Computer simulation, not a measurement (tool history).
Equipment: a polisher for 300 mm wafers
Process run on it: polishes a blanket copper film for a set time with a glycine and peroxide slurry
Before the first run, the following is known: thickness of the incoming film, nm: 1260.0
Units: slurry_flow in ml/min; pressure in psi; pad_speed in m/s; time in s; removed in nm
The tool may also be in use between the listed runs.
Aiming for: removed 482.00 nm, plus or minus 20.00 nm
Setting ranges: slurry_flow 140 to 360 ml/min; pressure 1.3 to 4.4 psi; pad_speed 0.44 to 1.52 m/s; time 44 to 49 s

run	hour	slurry_flow	pressure	pad_speed	time	removed
1	0.0	230	2.8	0.98	49	318.29
2	5.5	230	3.1	0.98	49	338.17
3	14.5	230	3.4	1.00	49	358.51
4	21.7	230	3.6	1.04	49	390.07
5	23.8	230	3.6	1.28	49	445.11
6	28.5	230	3.6	1.20	49	425.03
7	36.5	230	3.7	1.20	49	431.49
# hour 41.6: head pressure recalibrated
8	41.6	230	3.8	1.20	49	454.48

Which one of the following 4 next-run settings gets every result inside its allowed miss? There is exactly one.
A	46.7	290	3.5	1.36	44	?
B	46.7	215	4.0	1.28	49	?
C	46.7	215	3.7	1.24	47	?
D	46.7	275	4.2	1.22	44	?

move	removed
A	426.67
B	484.97
C	430.39
D	450.21
A: lands further from the targets than the last run did
B: hits every target within its allowed miss
C: lands further from the targets than the last run did
D: lands further from the targets than the last run did
The right move is B.
